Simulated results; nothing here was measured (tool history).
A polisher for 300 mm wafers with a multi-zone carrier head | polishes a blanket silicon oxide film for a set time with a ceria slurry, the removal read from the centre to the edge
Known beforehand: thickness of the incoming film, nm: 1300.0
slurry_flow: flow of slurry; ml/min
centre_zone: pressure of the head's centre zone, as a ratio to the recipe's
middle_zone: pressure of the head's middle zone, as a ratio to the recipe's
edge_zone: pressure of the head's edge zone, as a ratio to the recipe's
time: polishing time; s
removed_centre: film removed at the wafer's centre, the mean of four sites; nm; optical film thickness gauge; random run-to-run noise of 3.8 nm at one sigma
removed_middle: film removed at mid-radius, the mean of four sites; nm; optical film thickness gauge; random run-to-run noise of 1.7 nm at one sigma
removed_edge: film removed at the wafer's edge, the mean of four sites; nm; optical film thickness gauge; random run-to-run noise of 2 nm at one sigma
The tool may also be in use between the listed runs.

{"run": 1, "hour": 0.0, "slurry_flow": 190, "centre_zone": 1.0, "middle_zone": 1.0, "edge_zone": 1.0, "time": 75, "removed_centre": 292.35, "removed_middle": 279.5, "removed_edge": 277.48}
{"run": 2, "hour": 1.7, "slurry_flow": 190, "centre_zone": 1.0, "middle_zone": 1.0, "edge_zone": 1.0, "time": 60, "removed_centre": 225.69, "removed_middle": 222.79, "removed_edge": 225.45}
{"run": 3, "hour": 2.8, "slurry_flow": 210, "centre_zone": 1.0, "middle_zone": 1.0, "edge_zone": 1.0, "time": 60, "removed_centre": 233.23, "removed_middle": 226.03, "removed_edge": 224.33}
{"run": 4, "hour": 4.0, "slurry_flow": 220, "centre_zone": 1.03, "middle_zone": 1.0, "edge_zone": 1.01, "time": 60, "removed_centre": 243.33, "removed_middle": 228.21, "removed_edge": 226.54}
{"run": 5, "hour": 7.1, "slurry_flow": 225, "centre_zone": 1.06, "middle_zone": 1.0, "edge_zone": 1.02, "time": 60, "removed_centre": 251.85, "removed_middle": 230.33, "removed_edge": 224.1}
{"run": 6, "hour": 15.8, "slurry_flow": 225, "centre_zone": 1.06, "middle_zone": 0.95, "edge_zone": 1.02, "time": 60, "removed_centre": 248.26, "removed_middle": 219.29, "removed_edge": 228.97}
{"run": 7, "hour": 22.6, "slurry_flow": 230, "centre_zone": 1.08, "middle_zone": 0.95, "edge_zone": 1.03, "time": 61, "removed_centre": 256.85, "removed_middle": 223.85, "removed_edge": 232.19}
{"run": 8, "hour": 31.6, "slurry_flow": 235, "centre_zone": 1.1, "middle_zone": 0.95, "edge_zone": 1.04, "time": 61, "removed_centre": 264.4, "removed_middle": 223.92, "removed_edge": 235.75}
{"run": 9, "hour": 39.0, "slurry_flow": 240, "centre_zone": 1.12, "middle_zone": 0.96, "edge_zone": 1.04, "time": 61, "removed_centre": 264.56, "removed_middle": 225.38, "removed_edge": 236.59}

The next listed run, before its measurement:
{"run": 10, "hour": 41.5, "slurry_flow": 250, "centre_zone": 1.14, "middle_zone": 0.96, "edge_zone": 1.02, "time": 61, "removed_centre": "?", "removed_middle": "?", "removed_edge": "?"}

removed_centre: 273.04 nm
removed_middle: 229.52 nm
removed_edge: 234.19 nm
